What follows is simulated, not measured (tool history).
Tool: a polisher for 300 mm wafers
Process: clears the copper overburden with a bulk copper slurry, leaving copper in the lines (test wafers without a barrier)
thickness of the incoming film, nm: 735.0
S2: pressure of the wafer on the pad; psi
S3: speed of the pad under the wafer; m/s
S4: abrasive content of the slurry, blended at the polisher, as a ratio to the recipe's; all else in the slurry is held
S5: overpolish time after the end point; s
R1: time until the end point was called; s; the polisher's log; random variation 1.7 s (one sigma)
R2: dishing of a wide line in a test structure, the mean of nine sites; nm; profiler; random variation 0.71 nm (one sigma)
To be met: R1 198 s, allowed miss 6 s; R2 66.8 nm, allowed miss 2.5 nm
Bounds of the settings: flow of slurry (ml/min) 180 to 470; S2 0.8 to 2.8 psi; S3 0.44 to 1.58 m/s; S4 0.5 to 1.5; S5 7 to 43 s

run 1 hour=0 | flow_of_slurry_(ml/min)=300 S2=1.8 S3=1 S4=1 S5=22 | R1=156.46 R2=65.626
run 2 hour=4.3 | flow_of_slurry_(ml/min)=300 S2=1.8 S3=1 S4=1 S5=30 | R1=153.47 R2=79.149
run 3 hour=10.8 | flow_of_slurry_(ml/min)=300 S2=2 S3=1 S4=1 S5=30 | R1=143.38 R2=84.264
run 4 hour=14.7 | flow_of_slurry_(ml/min)=300 S2=2 S3=1 S4=1.1 S5=30 | R1=137.63 R2=85.732
run 5 hour=18.9 | flow_of_slurry_(ml/min)=340 S2=2 S3=1 S4=1.1 S5=30 | R1=134.78 R2=85.671
run 6 hour=19.4 | flow_of_slurry_(ml/min)=340 S2=2 S3=0.84 S4=1.1 S5=30 | R1=160.9 R2=79.751
run 7 hour=24.1 | flow_of_slurry_(ml/min)=340 S2=2 S3=0.84 S4=1.1 S5=30 | R1=156.81 R2=80.603
run 8 hour=29.9 | flow_of_slurry_(ml/min)=330 S2=1.5 S3=0.84 S4=1.1 S5=30 | R1=208.49 R2=64.011

Which of these 4 next moves meets every target?
run A hour=35.7 | flow_of_slurry_(ml/min)=310 S2=1.6 S3=0.7 S4=1.15 S5=26 | R1=? R2=?
run B hour=35.7 | flow_of_slurry_(ml/min)=380 S2=1.6 S3=0.84 S4=1.1 S5=30 | R1=? R2=?
run C hour=35.7 | flow_of_slurry_(ml/min)=330 S2=1.5 S3=0.92 S4=1.1 S5=27 | R1=? R2=?
run D hour=35.7 | flow_of_slurry_(ml/min)=225 S2=1.8 S3=0.62 S4=1.35 S5=30 | R1=? R2=?

move=A R1=228.2 R2=55.371
move=B R1=196.97 R2=66.967
move=C R1=196.13 R2=62.154
move=D R1=220.23 R2=63.639
A: further off than the last run
B: meets every target
C: brings the result that was furthest off to its target, and leaves another outside
D: further off than the last run
Move B is the one to make.
